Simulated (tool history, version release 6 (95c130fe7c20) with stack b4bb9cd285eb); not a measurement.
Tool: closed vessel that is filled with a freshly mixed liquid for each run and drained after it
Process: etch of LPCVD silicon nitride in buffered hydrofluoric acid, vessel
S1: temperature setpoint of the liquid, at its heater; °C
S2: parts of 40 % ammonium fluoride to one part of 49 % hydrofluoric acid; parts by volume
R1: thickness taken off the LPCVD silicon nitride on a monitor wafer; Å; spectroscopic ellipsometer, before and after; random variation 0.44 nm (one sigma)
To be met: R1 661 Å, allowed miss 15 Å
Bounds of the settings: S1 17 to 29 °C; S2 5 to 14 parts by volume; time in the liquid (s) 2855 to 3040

{"run": 1, "hour": 0.0, "S1": 21, "S2": 8.5, "time in the liquid (s)": 2855, "R1": 414.63}
{"run": 2, "hour": 2.9, "S1": 21, "S2": 10.5, "time in the liquid (s)": 2855, "R1": 347.29}
{"run": 3, "hour": 11.5, "S1": 21, "S2": 10.5, "time in the liquid (s)": 3040, "R1": 374.34}
{"run": 4, "hour": 18.2, "S1": 22.5, "S2": 10, "time in the liquid (s)": 3040, "R1": 422.31}
{"run": 5, "hour": 20.9, "S1": 22.5, "S2": 11.5, "time in the liquid (s)": 3040, "R1": 368.92}
{"run": 6, "hour": 26.9, "S1": 22.5, "S2": 13.5, "time in the liquid (s)": 3040, "R1": 314.63}
{"run": 7, "hour": 32.7, "S1": 24, "S2": 12.5, "time in the liquid (s)": 3040, "R1": 371.14}
{"run": 8, "hour": 39.3, "S1": 25, "S2": 12, "time in the liquid (s)": 3040, "R1": 406.3}
{"run": 9, "hour": 43.1, "S1": 26, "S2": 11.5, "time in the liquid (s)": 3040, "R1": 448.32}
{"run": 10, "hour": 48.7, "S1": 26.5, "S2": 11, "time in the liquid (s)": 3040, "R1": 480.02}
{"run": 11, "hour": 50.4, "S1": 27, "S2": 10.5, "time in the liquid (s)": 3040, "R1": 512.85}
{"run": 12, "hour": 55.9, "S1": 27.5, "S2": 10, "time in the liquid (s)": 3040, "R1": 555.98}
{"run": 13, "hour": 62.4, "S1": 28, "S2": 10, "time in the liquid (s)": 3040, "R1": 567.74}
{"run": 14, "hour": 62.9, "S1": 28.5, "S2": 9.5, "time in the liquid (s)": 3040, "R1": 601.49}
{"run": 15, "hour": 68.1, "S1": 29, "S2": 9, "time in the liquid (s)": 3040, "R1": 637.4}
{"run": 16, "hour": 68.9, "S1": 29, "S2": 8.5, "time in the liquid (s)": 3040, "R1": 674.56}

Which of these 4 next moves meets every target?
{"run": "A", "hour": 69.7, "S1": 28, "S2": 7.5, "time in the liquid (s)": 2875, "R1": "?"}
{"run": "B", "hour": 69.7, "S1": 29, "S2": 8, "time in the liquid (s)": 2930, "R1": "?"}
{"run": "C", "hour": 69.7, "S1": 28, "S2": 7.5, "time in the liquid (s)": 2855, "R1": "?"}
{"run": "D", "hour": 69.7, "S1": 29, "S2": 8.5, "time in the liquid (s)": 2960, "R1": "?"}

move=A R1=702.88
move=B R1=704.36
move=C R1=697.99
move=D R1=666.37
A: further off than the last run
B: further off than the last run
C: further off than the last run
D: meets every target
Move D is the one to make.

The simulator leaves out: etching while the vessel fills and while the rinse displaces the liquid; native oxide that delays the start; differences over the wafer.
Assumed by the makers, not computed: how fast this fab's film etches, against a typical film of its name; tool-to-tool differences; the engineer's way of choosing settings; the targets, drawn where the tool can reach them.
